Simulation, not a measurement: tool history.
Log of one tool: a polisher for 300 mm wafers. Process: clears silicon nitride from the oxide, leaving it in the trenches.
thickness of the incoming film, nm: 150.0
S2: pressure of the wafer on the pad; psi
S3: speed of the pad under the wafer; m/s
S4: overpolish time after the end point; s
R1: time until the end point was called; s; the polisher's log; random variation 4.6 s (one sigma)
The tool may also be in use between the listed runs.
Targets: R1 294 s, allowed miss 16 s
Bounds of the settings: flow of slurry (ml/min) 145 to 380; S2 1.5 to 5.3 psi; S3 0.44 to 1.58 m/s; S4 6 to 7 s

run 1 hour=0 | flow_of_slurry_(ml/min)=245 S2=3.4 S3=1 S4=7 | R1=140.98
run 2 hour=2 | flow_of_slurry_(ml/min)=190 S2=3.4 S3=1 S4=7 | R1=142.78
run 3 hour=6 | flow_of_slurry_(ml/min)=145 S2=3.4 S3=1 S4=7 | R1=152.53
run 4 hour=7.5 | flow_of_slurry_(ml/min)=205 S2=3.4 S3=1 S4=7 | R1=144.3
run 5 hour=9.7 | flow_of_slurry_(ml/min)=245 S2=3.4 S3=1 S4=7 | R1=141.27
run 6 hour=12.8 | flow_of_slurry_(ml/min)=245 S2=3.4 S3=1 S4=6 | R1=144.35
run 7 hour=13.9 | flow_of_slurry_(ml/min)=240 S2=2.4 S3=0.8 S4=6 | R1=240.5
run 8 hour=21.6 | flow_of_slurry_(ml/min)=240 S2=2.2 S3=0.8 S4=6 | R1=241.47
run 9 hour=24.4 | flow_of_slurry_(ml/min)=240 S2=1.5 S3=0.72 S4=6 | R1=388.92
run 10 hour=31.9 | flow_of_slurry_(ml/min)=250 S2=1.7 S3=0.72 S4=6 | R1=341.79

Which of these 5 next moves meets every target?
run A hour=39.4 | flow_of_slurry_(ml/min)=305 S2=2.4 S3=0.7 S4=6 | R1=?
run B hour=39.4 | flow_of_slurry_(ml/min)=285 S2=2.6 S3=0.62 S4=7 | R1=?
run C hour=39.4 | flow_of_slurry_(ml/min)=195 S2=2.5 S3=0.68 S4=7 | R1=?
run D hour=39.4 | flow_of_slurry_(ml/min)=255 S2=2 S3=0.74 S4=6 | R1=?
run E hour=39.4 | flow_of_slurry_(ml/min)=265 S2=1.9 S3=0.64 S4=6 | R1=?

move=A R1=247.4
move=B R1=254.55
move=C R1=257.64
move=D R1=283.58
move=E R1=330.81
A: takes the result that was furthest off past its target
B: takes the result that was furthest off past its target
C: takes the result that was furthest off past its target
D: meets every target
E: nearer than the last run, and not there yet
Move D is the one to make.
